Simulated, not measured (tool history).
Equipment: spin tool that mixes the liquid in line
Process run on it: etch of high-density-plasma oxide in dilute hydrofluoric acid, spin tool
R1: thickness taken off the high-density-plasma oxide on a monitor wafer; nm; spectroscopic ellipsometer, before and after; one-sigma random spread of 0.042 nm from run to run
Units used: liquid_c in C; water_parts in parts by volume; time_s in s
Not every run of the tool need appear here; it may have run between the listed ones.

{"run": 1, "hour": 0.0, "liquid_c": 23.0, "water_parts": 190, "time_s": 280, "R1": 7.6352}
{"run": 2, "hour": 4.3, "liquid_c": 22.0, "water_parts": 190, "time_s": 280, "R1": 7.1879}
{"run": 3, "hour": 11.8, "liquid_c": 22.0, "water_parts": 160, "time_s": 280, "R1": 8.8361}
{"run": 4, "hour": 15.5, "liquid_c": 21.0, "water_parts": 165, "time_s": 280, "R1": 8.2752}
{"run": 5, "hour": 20.4, "liquid_c": 20.5, "water_parts": 170, "time_s": 280, "R1": 7.7858}
{"run": 6, "hour": 24.9, "liquid_c": 20.0, "water_parts": 175, "time_s": 280, "R1": 7.3688}
{"run": 7, "hour": 27.1, "liquid_c": 19.5, "water_parts": 175, "time_s": 280, "R1": 7.282}

Run 8 has not been measured yet. What should we expect?
{"run": 8, "hour": 35.2, "liquid_c": 17.0, "water_parts": 195, "time_s": 280, "R1": "?"}

{"run 8": {"R1": 5.7573}}
